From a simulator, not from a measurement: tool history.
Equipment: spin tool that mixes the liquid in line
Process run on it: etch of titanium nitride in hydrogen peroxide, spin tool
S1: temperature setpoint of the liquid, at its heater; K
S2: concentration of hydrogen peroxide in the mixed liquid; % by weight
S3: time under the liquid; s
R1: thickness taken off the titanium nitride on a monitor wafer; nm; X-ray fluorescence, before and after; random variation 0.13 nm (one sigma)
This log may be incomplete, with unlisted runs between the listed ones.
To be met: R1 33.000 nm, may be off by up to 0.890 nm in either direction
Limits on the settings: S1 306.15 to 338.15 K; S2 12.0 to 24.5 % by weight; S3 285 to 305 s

run,hour,S1,S2,S3,R1
1,0.0,322.15,16.5,285,17.839
2,4.2,322.15,16.5,305,18.995
3,9.5,322.15,16.5,285,17.751
4,16.4,318.65,16.5,285,13.768
5,22.6,318.65,14.0,285,13.380
6,31.3,318.65,14.0,285,13.317
7,35.2,320.15,14.0,285,14.964
8,36.7,321.65,14.0,285,16.605
9,45.6,322.65,14.0,285,17.824
10,48.9,323.65,14.0,285,19.191
11,52.9,324.65,14.0,285,20.643
12,57.8,325.65,14.0,285,22.103
13,59.3,326.15,14.0,285,22.807
14,61.9,326.65,14.0,285,23.625
15,69.1,327.15,14.0,285,24.597
16,73.2,327.65,14.0,285,25.611
17,77.5,328.15,14.0,285,26.540
18,83.9,328.65,14.0,285,27.267
19,87.0,329.15,14.0,285,28.490

Exactly one of the 5 candidate moves below puts every result within its allowed miss. Which one?
A,90.1,331.15,15.0,305,?
B,90.1,330.15,17.0,300,?
C,90.1,329.65,12.0,305,?
D,90.1,328.65,16.0,305,?
E,90.1,332.15,14.0,285,?

move,R1
A,35.331
B,33.304
C,30.399
D,30.117
E,34.849
A: takes the biggest miss from the last run beyond its target
B: all results in spec
C: closes in on the targets versus the last run, not all within tolerance yet
D: closes in on the targets versus the last run, not all within tolerance yet
E: takes the biggest miss from the last run beyond its target
Go with B: it meets all targets.
